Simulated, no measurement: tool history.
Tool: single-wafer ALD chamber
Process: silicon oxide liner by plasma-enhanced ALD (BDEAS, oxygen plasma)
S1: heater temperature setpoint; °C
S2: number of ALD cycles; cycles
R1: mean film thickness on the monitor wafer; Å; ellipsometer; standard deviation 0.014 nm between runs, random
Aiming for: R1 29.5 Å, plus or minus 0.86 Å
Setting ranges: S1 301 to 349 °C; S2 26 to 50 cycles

{"run": 1, "hour": 0.0, "S1": 325, "S2": 38, "R1": 33.416}
{"run": 2, "hour": 0.7, "S1": 332, "S2": 38, "R1": 33.083}
{"run": 3, "hour": 6.9, "S1": 323, "S2": 38, "R1": 33.283}
{"run": 4, "hour": 7.5, "S1": 319, "S2": 38, "R1": 33.545}
{"run": 5, "hour": 15.9, "S1": 319, "S2": 36, "R1": 31.751}
{"run": 6, "hour": 24.1, "S1": 319, "S2": 40, "R1": 35.474}
{"run": 7, "hour": 26.6, "S1": 319, "S2": 40, "R1": 35.209}
{"run": 8, "hour": 28.2, "S1": 319, "S2": 40, "R1": 35.277}
{"run": 9, "hour": 30.6, "S1": 319, "S2": 38, "R1": 33.587}
{"run": 10, "hour": 31.1, "S1": 319, "S2": 36, "R1": 32.321}
{"run": 11, "hour": 32.3, "S1": 319, "S2": 35, "R1": 30.943}

Of the 5 settings listed for the next run, only one would bring every result within its allowed miss of target. Which one?
{"run": "A", "hour": 33.5, "S1": 316, "S2": 37, "R1": "?"}
{"run": "B", "hour": 33.5, "S1": 327, "S2": 36, "R1": "?"}
{"run": "C", "hour": 33.5, "S1": 307, "S2": 33, "R1": "?"}
{"run": "D", "hour": 33.5, "S1": 337, "S2": 37, "R1": "?"}
{"run": "E", "hour": 33.5, "S1": 310, "S2": 36, "R1": "?"}

move=A R1=32.871
move=B R1=31.543
move=C R1=29.648
move=D R1=32.007
move=E R1=32.223
A: its largest miss is bigger than the last run's
B: its largest miss is bigger than the last run's
C: hits every target within its allowed miss
D: its largest miss is bigger than the last run's
E: its largest miss is bigger than the last run's
Go with C: it meets all targets.

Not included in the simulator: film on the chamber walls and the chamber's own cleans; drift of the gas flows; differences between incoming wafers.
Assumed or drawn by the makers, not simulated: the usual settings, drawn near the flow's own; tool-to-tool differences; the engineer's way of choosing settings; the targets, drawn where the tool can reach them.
